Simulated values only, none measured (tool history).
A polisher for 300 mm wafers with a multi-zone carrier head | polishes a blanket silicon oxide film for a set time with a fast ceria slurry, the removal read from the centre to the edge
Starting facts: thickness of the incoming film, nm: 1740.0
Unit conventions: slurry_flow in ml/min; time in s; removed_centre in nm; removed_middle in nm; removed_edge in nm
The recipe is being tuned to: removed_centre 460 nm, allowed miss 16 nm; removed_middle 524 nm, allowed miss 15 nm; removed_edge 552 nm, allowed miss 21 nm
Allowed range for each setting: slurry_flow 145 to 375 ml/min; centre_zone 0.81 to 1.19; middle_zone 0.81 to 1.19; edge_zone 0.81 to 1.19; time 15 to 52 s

run  hour  slurry_flow  centre_zone  middle_zone  edge_zone  time  removed_centre  removed_middle  removed_edge
  1     0          240            1            1          1    33          570.54          543.08        523.48
  2   5.3          240         1.03            1          1    33          596.59          550.91        521.78
  3   5.9          225         0.97            1       1.03    33          553.66          547.21        543.43
  4   6.5          220         0.92         0.99       1.03    33          527.92          535.64        529.07
  5   8.1          210         0.88         0.99       1.06    33          508.45          538.68        546.84
  6  16.4          210         0.88         1.06       1.06    33          515.16          565.47        541.73
  7  17.8          200         0.86         1.04       1.08    33          494.31           557.1        529.76
  8  25.1          195         0.84         1.01       1.11    33          471.72          545.25        548.92
  9  33.3          190         0.84         0.99       1.11    33          469.31          533.21        542.44
 10  38.3          190         0.84         0.99       1.11    33          480.42          534.62        551.92

Pick the move, out of 5, that brings all results within their allowed miss; only one does.
  A  43.3          195         0.87         0.98       1.11    33               ?               ?             ?
  B  43.3          195         0.81         0.94       1.11    33               ?               ?             ?
  C  43.3          185         0.88         1.01       1.12    32               ?               ?             ?
  D  43.3          160         0.94         0.95       1.03    34               ?               ?             ?
  E  43.3          215         0.89         0.98       1.09    33               ?               ?             ?

move  removed_centre  removed_middle  removed_edge
   A          498.66          532.94        561.79
   B          464.11          520.97        561.99
   C          487.05          523.52        545.52
   D          546.01          531.65        551.67
   E          514.28          536.75        559.65
A: its largest miss is bigger than the last run's
B: hits every target within its allowed miss
C: its largest miss is bigger than the last run's
D: its largest miss is bigger than the last run's
E: its largest miss is bigger than the last run's
So the answer is move B, the one that meets all the targets.
